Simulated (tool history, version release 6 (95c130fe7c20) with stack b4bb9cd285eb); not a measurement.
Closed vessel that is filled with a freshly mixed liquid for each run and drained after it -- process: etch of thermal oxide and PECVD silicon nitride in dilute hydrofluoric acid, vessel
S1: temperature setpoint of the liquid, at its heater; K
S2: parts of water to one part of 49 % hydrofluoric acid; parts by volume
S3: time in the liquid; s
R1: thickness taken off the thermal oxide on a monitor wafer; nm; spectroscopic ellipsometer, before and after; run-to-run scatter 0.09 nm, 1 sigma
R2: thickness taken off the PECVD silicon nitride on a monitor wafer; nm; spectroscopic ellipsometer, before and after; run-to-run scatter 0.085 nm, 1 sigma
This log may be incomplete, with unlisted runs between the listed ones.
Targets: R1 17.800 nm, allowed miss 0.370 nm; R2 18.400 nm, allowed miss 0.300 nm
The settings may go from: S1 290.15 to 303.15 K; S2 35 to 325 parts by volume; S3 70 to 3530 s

Run 1, hour 0.0: S1 295.15 K, S2 180 parts by volume, S3 1800 s. Result: R1 39.944 nm, R2 42.197 nm.
Run 2, hour 6.1: S1 295.15 K, S2 180 parts by volume, S3 1415 s. Result: R1 31.929 nm, R2 33.304 nm.
Run 3, hour 10.5: S1 295.15 K, S2 245 parts by volume, S3 1415 s. Result: R1 21.908 nm, R2 24.499 nm.
Run 4, hour 18.6: S1 294.65 K, S2 245 parts by volume, S3 1420 s. Result: R1 21.501 nm, R2 23.630 nm.
Run 5, hour 25.6: S1 294.15 K, S2 250 parts by volume, S3 1430 s. Result: R1 20.581 nm, R2 22.827 nm.
Run 6, hour 34.9: S1 294.15 K, S2 280 parts by volume, S3 1430 s. Result: R1 17.918 nm, R2 20.295 nm.
Run 7, hour 40.7: S1 293.65 K, S2 275 parts by volume, S3 1420 s. Result: R1 17.957 nm, R2 20.006 nm.
Run 8, hour 46.1: S1 291.15 K, S2 255 parts by volume, S3 1365 s. Result: R1 17.189 nm, R2 17.455 nm.

Consider the 5 candidate settings below. Which is the only one whose results all fall within their allowed miss of target?
Run A, hour 51.5: S1 292.65 K, S2 235 parts by volume, S3 1195 s. Result: R1 ?, R2 ?.
Run B, hour 51.5: S1 293.15 K, S2 265 parts by volume, S3 1310 s. Result: R1 ?, R2 ?.
Run C, hour 51.5: S1 294.15 K, S2 280 parts by volume, S3 1335 s. Result: R1 ?, R2 ?.
Run D, hour 51.5: S1 290.15 K, S2 270 parts by volume, S3 1570 s. Result: R1 ?, R2 ?.
Run E, hour 51.5: S1 296.15 K, S2 255 parts by volume, S3 1070 s. Result: R1 ?, R2 ?.

move      R1      R2
   A  17.674  18.345
   B  17.027  18.493
   C  16.804  19.041
   D  17.800  17.906
   E  16.288  18.968
A: every result within its allowed miss
B: the worst result of the last run now meets its target, but another is out of spec
C: takes the biggest miss from the last run beyond its target
D: gains on the last run, yet a result remains outside its allowed miss
E: takes the biggest miss from the last run beyond its target
So the answer is move A, the one that meets all the targets.
